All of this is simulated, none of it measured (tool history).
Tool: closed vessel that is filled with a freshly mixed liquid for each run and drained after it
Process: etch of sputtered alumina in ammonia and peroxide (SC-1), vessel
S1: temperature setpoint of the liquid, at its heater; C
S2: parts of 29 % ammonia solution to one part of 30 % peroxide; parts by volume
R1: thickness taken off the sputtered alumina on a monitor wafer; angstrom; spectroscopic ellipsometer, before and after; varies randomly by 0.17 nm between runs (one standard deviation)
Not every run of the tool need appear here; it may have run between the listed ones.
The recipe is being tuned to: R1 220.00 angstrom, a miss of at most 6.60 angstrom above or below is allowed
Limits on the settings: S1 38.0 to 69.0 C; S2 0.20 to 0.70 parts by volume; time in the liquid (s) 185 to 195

{"run": 1, "hour": 0.0, "S1": 53.0, "S2": 0.4, "time in the liquid (s)": 185, "R1": 162.98}
{"run": 2, "hour": 4.6, "S1": 54.5, "S2": 0.4, "time in the liquid (s)": 185, "R1": 175.67}
{"run": 3, "hour": 10.7, "S1": 55.5, "S2": 0.4, "time in the liquid (s)": 185, "R1": 185.81}
{"run": 4, "hour": 17.4, "S1": 60.5, "S2": 0.4, "time in the liquid (s)": 185, "R1": 241.29}
{"run": 5, "hour": 24.9, "S1": 60.0, "S2": 0.4, "time in the liquid (s)": 185, "R1": 235.63}
{"run": 6, "hour": 33.1, "S1": 60.0, "S2": 0.4, "time in the liquid (s)": 195, "R1": 246.96}
{"run": 7, "hour": 40.7, "S1": 59.5, "S2": 0.4, "time in the liquid (s)": 195, "R1": 240.09}
{"run": 8, "hour": 44.9, "S1": 59.0, "S2": 0.4, "time in the liquid (s)": 195, "R1": 235.48}
{"run": 9, "hour": 47.8, "S1": 59.0, "S2": 0.4, "time in the liquid (s)": 195, "R1": 235.67}
{"run": 10, "hour": 56.7, "S1": 58.5, "S2": 0.4, "time in the liquid (s)": 195, "R1": 228.94}

Below are 5 possible settings for the next run. Only one of them brings all results inside the allowed miss of their targets. Which is it?
{"run": "A", "hour": 65.6, "S1": 56.5, "S2": 0.45, "time in the liquid (s)": 190, "R1": "?"}
{"run": "B", "hour": 65.6, "S1": 57.0, "S2": 0.4, "time in the liquid (s)": 185, "R1": "?"}
{"run": "C", "hour": 65.6, "S1": 57.5, "S2": 0.45, "time in the liquid (s)": 195, "R1": "?"}
{"run": "D", "hour": 65.6, "S1": 57.0, "S2": 0.3, "time in the liquid (s)": 190, "R1": "?"}
{"run": "E", "hour": 65.6, "S1": 57.5, "S2": 0.35, "time in the liquid (s)": 185, "R1": "?"}

move=A R1=204.08
move=B R1=201.74
move=C R1=220.72
move=D R1=201.62
move=E R1=204.48
A: moves the result that the last run missed by most past its target, out the other side
B: moves the result that the last run missed by most past its target, out the other side
C: every result within its allowed miss
D: moves the result that the last run missed by most past its target, out the other side
E: moves the result that the last run missed by most past its target, out the other side
Answer: C
